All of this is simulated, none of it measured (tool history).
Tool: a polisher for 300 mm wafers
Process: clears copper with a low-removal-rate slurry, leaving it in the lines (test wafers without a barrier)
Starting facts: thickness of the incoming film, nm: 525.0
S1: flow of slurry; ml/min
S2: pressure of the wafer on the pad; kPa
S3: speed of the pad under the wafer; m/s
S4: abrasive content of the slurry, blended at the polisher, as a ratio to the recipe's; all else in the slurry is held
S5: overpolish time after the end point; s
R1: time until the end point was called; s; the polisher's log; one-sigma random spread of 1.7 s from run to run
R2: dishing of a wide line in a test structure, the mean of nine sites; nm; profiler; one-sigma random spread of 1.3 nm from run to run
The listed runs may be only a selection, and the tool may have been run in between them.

| run | hour | S1 | S2 | S3 | S4 | S5 | R1 | R2 |
|---|---|---|---|---|---|---|---|---|
| 1 | 0 | 180 | 22.1 | 1.3 | 1 | 14 | 109.49 | 50.936 |
| 2 | 9 | 180 | 22.1 | 1.3 | 1.1 | 14 | 103.05 | 50.874 |
| 3 | 17.5 | 180 | 22.1 | 1.3 | 1.3 | 14 | 102 | 51.941 |
| 4 | 22.9 | 175 | 22.1 | 1.3 | 1.3 | 15 | 104.7 | 55.954 |
| 5 | 23.6 | 175 | 22.8 | 1.3 | 1.3 | 16 | 101.82 | 60.534 |
| 6 | 30.2 | 175 | 22.8 | 1.62 | 1.3 | 16 | 83.192 | 71.59 |

Estimate the outcome of run 7 from the log above:
| 7 | 34 | 170 | 22.1 | 1.62 | 1.3 | 17 | ? | ? |

{"run 7": {"R1": 83.188, "R2": 71.828}}

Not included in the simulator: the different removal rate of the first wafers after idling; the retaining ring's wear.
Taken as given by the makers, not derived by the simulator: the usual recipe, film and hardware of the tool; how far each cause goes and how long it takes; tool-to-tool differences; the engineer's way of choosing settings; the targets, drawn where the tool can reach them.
